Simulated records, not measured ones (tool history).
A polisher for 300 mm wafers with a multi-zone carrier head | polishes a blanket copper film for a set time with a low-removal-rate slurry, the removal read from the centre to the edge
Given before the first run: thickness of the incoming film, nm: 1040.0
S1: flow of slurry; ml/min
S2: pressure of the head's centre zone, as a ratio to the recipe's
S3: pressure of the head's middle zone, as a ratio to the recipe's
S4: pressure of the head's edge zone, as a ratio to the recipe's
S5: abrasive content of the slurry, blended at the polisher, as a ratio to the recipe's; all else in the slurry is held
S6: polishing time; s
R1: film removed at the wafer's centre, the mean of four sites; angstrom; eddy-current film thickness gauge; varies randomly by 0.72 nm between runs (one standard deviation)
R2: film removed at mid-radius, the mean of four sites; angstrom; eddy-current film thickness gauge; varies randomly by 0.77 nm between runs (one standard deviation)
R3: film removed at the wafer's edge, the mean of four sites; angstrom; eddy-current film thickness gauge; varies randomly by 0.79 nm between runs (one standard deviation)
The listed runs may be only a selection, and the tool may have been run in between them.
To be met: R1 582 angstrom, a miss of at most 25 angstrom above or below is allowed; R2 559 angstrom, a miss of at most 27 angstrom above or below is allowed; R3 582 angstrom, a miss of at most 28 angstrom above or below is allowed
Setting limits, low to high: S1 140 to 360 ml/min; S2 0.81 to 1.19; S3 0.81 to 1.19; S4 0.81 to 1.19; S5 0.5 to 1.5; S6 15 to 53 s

| run | hour | S1 | S2 | S3 | S4 | S5 | S6 | R1 | R2 | R3 |
|---|---|---|---|---|---|---|---|---|---|---|
| 1 | 0 | 230 | 1 | 1 | 1 | 1 | 34 | 989.98 | 976.36 | 991.14 |
| 2 | 8.5 | 230 | 1 | 0.95 | 1 | 1 | 34 | 991.5 | 939.48 | 1004.8 |
| 3 | 13.5 | 230 | 1 | 1.03 | 1 | 1 | 34 | 989.05 | 1033.4 | 1016.6 |
| 4 | 14.3 | 285 | 1 | 1.03 | 1 | 1 | 34 | 1031 | 1046.1 | 1040.8 |
| 5 | 19.2 | 335 | 1 | 1.03 | 1 | 1 | 34 | 1030.6 | 1075.8 | 1039.2 |
| 6 | 27 | 335 | 1 | 1.03 | 1.05 | 1 | 34 | 1048.3 | 1085.8 | 1089.9 |
| 7 | 30.9 | 295 | 0.94 | 0.93 | 0.95 | 0.75 | 24 | 659.8 | 668.84 | 680.33 |
| 8 | 37.8 | 290 | 0.93 | 0.9 | 0.93 | 0.7 | 24 | 634.9 | 630.05 | 661.8 |
| 9 | 45.9 | 290 | 0.93 | 0.89 | 0.91 | 0.65 | 24 | 620.85 | 610.3 | 652.37 |
| 10 | 51.1 | 290 | 0.94 | 0.89 | 0.89 | 0.6 | 24 | 626.62 | 606.89 | 635.5 |

5 candidate next runs follow, results not yet known. Just one meets every target within its allowed miss. Identify it.
| A | 56.3 | 305 | 1.15 | 0.82 | 0.84 | 0.6 | 22 | ? | ? | ? |
| B | 56.3 | 325 | 0.99 | 1.12 | 0.81 | 0.65 | 21 | ? | ? | ? |
| C | 56.3 | 360 | 1.02 | 1 | 0.82 | 0.8 | 22 | ? | ? | ? |
| D | 56.3 | 305 | 0.96 | 0.91 | 0.9 | 0.55 | 22 | ? | ? | ? |
| E | 56.3 | 185 | 0.81 | 0.81 | 1.02 | 0.5 | 28 | ? | ? | ? |

| move | R1 | R2 | R3 |
|---|---|---|---|
| A | 707.39 | 525.32 | 563.24 |
| B | 599.31 | 665.18 | 536.68 |
| C | 675.84 | 661.59 | 590.19 |
| D | 588.74 | 565.88 | 573.29 |
| E | 565.38 | 587.26 | 713.92 |
A: gets the furthest-off result to its target, but another result is out of tolerance
B: pushes the last run's worst result past its target
C: gets the furthest-off result to its target, but another result is out of tolerance
D: every result within its allowed miss
E: the biggest miss grows against the last run
D is the move that brings every result within its allowed miss.

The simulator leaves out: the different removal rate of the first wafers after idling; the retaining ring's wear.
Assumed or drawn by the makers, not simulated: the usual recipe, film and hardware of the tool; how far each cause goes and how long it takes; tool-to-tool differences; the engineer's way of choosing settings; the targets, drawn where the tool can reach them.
